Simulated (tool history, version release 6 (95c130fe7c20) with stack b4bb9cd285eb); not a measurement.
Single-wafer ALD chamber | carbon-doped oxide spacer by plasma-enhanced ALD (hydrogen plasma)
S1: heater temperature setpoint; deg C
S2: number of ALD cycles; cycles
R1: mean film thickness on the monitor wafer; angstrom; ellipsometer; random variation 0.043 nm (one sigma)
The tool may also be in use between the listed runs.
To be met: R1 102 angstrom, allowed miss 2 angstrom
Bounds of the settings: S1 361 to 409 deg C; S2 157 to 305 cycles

{"run": 1, "hour": 0.0, "S1": 385, "S2": 231, "R1": 119.79}
{"run": 2, "hour": 2.2, "S1": 385, "S2": 253, "R1": 130.56}
{"run": 3, "hour": 6.4, "S1": 385, "S2": 227, "R1": 117.62}
{"run": 4, "hour": 12.4, "S1": 385, "S2": 223, "R1": 114.89}
{"run": 5, "hour": 21.3, "S1": 395, "S2": 223, "R1": 115.34}
{"run": 6, "hour": 27.9, "S1": 404, "S2": 223, "R1": 112.65}
{"run": 7, "hour": 35.9, "S1": 406, "S2": 197, "R1": 98.426}
{"run": 8, "hour": 43.6, "S1": 406, "S2": 198, "R1": 99.471}

Which of these 4 next moves meets every target?
{"run": "A", "hour": 51.3, "S1": 404, "S2": 201, "R1": "?"}
{"run": "B", "hour": 51.3, "S1": 409, "S2": 194, "R1": "?"}
{"run": "C", "hour": 51.3, "S1": 408, "S2": 198, "R1": "?"}
{"run": "D", "hour": 51.3, "S1": 405, "S2": 195, "R1": "?"}

move=A R1=101.19
move=B R1=95.964
move=C R1=98.29
move=D R1=97.829
A: meets every target
B: further off than the last run
C: further off than the last run
D: further off than the last run
The right move is A.

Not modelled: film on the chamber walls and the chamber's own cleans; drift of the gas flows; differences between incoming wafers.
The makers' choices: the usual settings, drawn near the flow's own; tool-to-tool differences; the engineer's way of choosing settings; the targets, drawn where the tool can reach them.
